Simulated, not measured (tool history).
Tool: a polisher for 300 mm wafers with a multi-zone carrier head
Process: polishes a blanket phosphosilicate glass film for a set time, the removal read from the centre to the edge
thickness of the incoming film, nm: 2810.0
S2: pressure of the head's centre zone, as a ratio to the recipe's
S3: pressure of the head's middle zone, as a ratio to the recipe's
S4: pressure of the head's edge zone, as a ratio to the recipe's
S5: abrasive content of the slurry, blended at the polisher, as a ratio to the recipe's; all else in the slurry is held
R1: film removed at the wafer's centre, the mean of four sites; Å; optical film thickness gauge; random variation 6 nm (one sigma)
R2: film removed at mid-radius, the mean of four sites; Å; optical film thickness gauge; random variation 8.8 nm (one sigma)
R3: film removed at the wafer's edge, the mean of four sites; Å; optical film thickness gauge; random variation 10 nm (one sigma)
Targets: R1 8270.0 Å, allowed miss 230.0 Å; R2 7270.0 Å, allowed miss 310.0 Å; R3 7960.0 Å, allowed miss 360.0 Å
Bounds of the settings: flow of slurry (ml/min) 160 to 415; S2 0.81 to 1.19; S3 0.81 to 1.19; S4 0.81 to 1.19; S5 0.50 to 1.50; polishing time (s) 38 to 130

Run 1, hour 0.0: flow of slurry (ml/min) 265, S2 1.00, S3 1.00, S4 1.00, S5 1.00, polishing time (s) 84. Result: R1 5055.3 Å, R2 5037.6 Å, R3 5192.3 Å.
Run 2, hour 6.0: flow of slurry (ml/min) 265, S2 1.00, S3 1.00, S4 0.94, S5 1.00, polishing time (s) 84. Result: R1 5171.2 Å, R2 4951.7 Å, R3 5118.9 Å.
Run 3, hour 11.2: flow of slurry (ml/min) 265, S2 1.02, S3 0.99, S4 0.96, S5 1.05, polishing time (s) 86. Result: R1 5424.4 Å, R2 5087.0 Å, R3 5424.2 Å.
Run 4, hour 19.6: flow of slurry (ml/min) 265, S2 1.02, S3 0.99, S4 0.87, S5 1.05, polishing time (s) 86. Result: R1 5427.8 Å, R2 5197.4 Å, R3 5224.5 Å.
Run 5, hour 26.3: flow of slurry (ml/min) 265, S2 1.02, S3 0.99, S4 0.81, S5 1.05, polishing time (s) 86. Result: R1 5509.6 Å, R2 5207.9 Å, R3 5083.8 Å.
Run 6, hour 28.7: flow of slurry (ml/min) 265, S2 1.02, S3 0.93, S4 0.81, S5 1.05, polishing time (s) 86. Result: R1 5479.2 Å, R2 4915.4 Å, R3 4918.2 Å.
Run 7, hour 31.7: flow of slurry (ml/min) 270, S2 1.04, S3 0.95, S4 0.84, S5 1.10, polishing time (s) 87. Result: R1 5760.4 Å, R2 5153.7 Å, R3 5103.1 Å.
Run 8, hour 33.3: flow of slurry (ml/min) 255, S2 1.05, S3 0.96, S4 0.88, S5 1.15, polishing time (s) 90. Result: R1 6076.4 Å, R2 5471.6 Å, R3 5592.2 Å.
Run 9, hour 35.4: flow of slurry (ml/min) 255, S2 1.05, S3 0.96, S4 0.88, S5 1.15, polishing time (s) 90. Result: R1 6052.1 Å, R2 5359.7 Å, R3 5521.5 Å.
Run 10, hour 44.2: flow of slurry (ml/min) 275, S2 1.12, S3 1.04, S4 0.98, S5 1.40, polishing time (s) 98. Result: R1 7631.8 Å, R2 6848.2 Å, R3 6866.7 Å.
Run 11, hour 51.8: flow of slurry (ml/min) 275, S2 1.12, S3 1.04, S4 1.00, S5 1.40, polishing time (s) 99. Result: R1 7699.9 Å, R2 6870.1 Å, R3 7042.4 Å.

5 next moves are on the table. One of them brings every result within its allowed miss. Which?
Run A, hour 59.4: flow of slurry (ml/min) 260, S2 1.09, S3 0.81, S4 1.19, S5 1.45, polishing time (s) 116. Result: R1 ?, R2 ?, R3 ?.
Run B, hour 59.4: flow of slurry (ml/min) 290, S2 1.11, S3 0.95, S4 0.98, S5 1.30, polishing time (s) 103. Result: R1 ?, R2 ?, R3 ?.
Run C, hour 59.4: flow of slurry (ml/min) 315, S2 1.12, S3 0.98, S4 1.02, S5 1.50, polishing time (s) 107. Result: R1 ?, R2 ?, R3 ?.
Run D, hour 59.4: flow of slurry (ml/min) 295, S2 0.95, S3 0.91, S4 1.07, S5 1.30, polishing time (s) 127. Result: R1 ?, R2 ?, R3 ?.
Run E, hour 59.4: flow of slurry (ml/min) 355, S2 1.04, S3 0.93, S4 0.96, S5 1.30, polishing time (s) 114. Result: R1 ?, R2 ?, R3 ?.

move      R1      R2      R3
   A  8748.2  6708.0  8908.0
   B  7736.4  6630.3  6966.3
   C  8595.6  7484.5  7792.5
   D  8168.8  7907.1  8983.7
   E  8192.6  7354.4  7752.1
A: takes the result that was furthest off past its target
B: further off than the last run
C: brings the result that was furthest off to its target, and leaves another outside
D: takes the result that was furthest off past its target
E: meets every target
Answer: E
